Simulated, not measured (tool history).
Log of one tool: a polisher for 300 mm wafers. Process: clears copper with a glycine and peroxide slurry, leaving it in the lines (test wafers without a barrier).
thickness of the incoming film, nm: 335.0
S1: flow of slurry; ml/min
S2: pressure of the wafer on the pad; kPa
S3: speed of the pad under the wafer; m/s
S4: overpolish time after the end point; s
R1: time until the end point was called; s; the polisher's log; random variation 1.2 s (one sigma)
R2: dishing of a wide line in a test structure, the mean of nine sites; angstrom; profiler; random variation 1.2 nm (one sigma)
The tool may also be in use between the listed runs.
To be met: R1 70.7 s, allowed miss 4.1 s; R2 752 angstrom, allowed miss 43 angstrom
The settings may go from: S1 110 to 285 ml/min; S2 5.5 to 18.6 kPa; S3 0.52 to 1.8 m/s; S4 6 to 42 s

Run 1, hour 0: S1 180 ml/min, S2 11.7 kPa, S3 1.16 m/s, S4 21 s. Result: R1 86.711 s, R2 524.82 angstrom.
Run 2, hour 4.2: S1 160 ml/min, S2 11.7 kPa, S3 1.16 m/s, S4 21 s. Result: R1 84.546 s, R2 528.13 angstrom.
Run 3, hour 9.7: S1 190 ml/min, S2 11.7 kPa, S3 1.16 m/s, S4 21 s. Result: R1 85.05 s, R2 514.47 angstrom.
Run 4, hour 17.2: S1 190 ml/min, S2 11.7 kPa, S3 1.36 m/s, S4 21 s. Result: R1 73.699 s, R2 588.15 angstrom.
Run 5, hour 18.8: S1 190 ml/min, S2 11.7 kPa, S3 1.36 m/s, S4 22 s. Result: R1 77.213 s, R2 581.12 angstrom.
Run 6, hour 21.7: S1 225 ml/min, S2 11.7 kPa, S3 1.36 m/s, S4 22 s. Result: R1 74.44 s, R2 596.62 angstrom.
Run 7, hour 22.3: S1 225 ml/min, S2 11.7 kPa, S3 1.36 m/s, S4 23 s. Result: R1 74.16 s, R2 613.24 angstrom.
Run 8, hour 30.3: S1 225 ml/min, S2 11.7 kPa, S3 1.36 m/s, S4 23 s. Result: R1 74.771 s, R2 622.39 angstrom.
Run 9, hour 32.9: S1 225 ml/min, S2 11.7 kPa, S3 1.36 m/s, S4 23 s. Result: R1 74.231 s, R2 615.73 angstrom.
Run 10, hour 37.9: S1 225 ml/min, S2 11.7 kPa, S3 1.36 m/s, S4 24 s. Result: R1 71.832 s, R2 648.74 angstrom.
Run 11, hour 46.1: S1 225 ml/min, S2 11.7 kPa, S3 1.36 m/s, S4 25 s. Result: R1 75.751 s, R2 657.69 angstrom.
Run 12, hour 51.9: S1 225 ml/min, S2 12.4 kPa, S3 1.36 m/s, S4 26 s. Result: R1 70.22 s, R2 691.78 angstrom.
Run 13, hour 54.9: S1 225 ml/min, S2 12.4 kPa, S3 1.36 m/s, S4 27 s. Result: R1 71.895 s, R2 710.27 angstrom.

Which of these 4 next moves meets every target?
Run A, hour 57.9: S1 240 ml/min, S2 13.8 kPa, S3 1.44 m/s, S4 23 s. Result: R1 ?, R2 ?.
Run B, hour 57.9: S1 240 ml/min, S2 9 kPa, S3 1.7 m/s, S4 26 s. Result: R1 ?, R2 ?.
Run C, hour 57.9: S1 260 ml/min, S2 13.1 kPa, S3 1.3 m/s, S4 29 s. Result: R1 ?, R2 ?.
Run D, hour 57.9: S1 260 ml/min, S2 13.8 kPa, S3 1.26 m/s, S4 24 s. Result: R1 ?, R2 ?.

move      R1      R2
   A   61.47  682.23
   B  67.319  673.02
   C  68.214  743.84
   D  67.996  659.58
A: further off than the last run
B: further off than the last run
C: meets every target
D: further off than the last run
The right move is C.

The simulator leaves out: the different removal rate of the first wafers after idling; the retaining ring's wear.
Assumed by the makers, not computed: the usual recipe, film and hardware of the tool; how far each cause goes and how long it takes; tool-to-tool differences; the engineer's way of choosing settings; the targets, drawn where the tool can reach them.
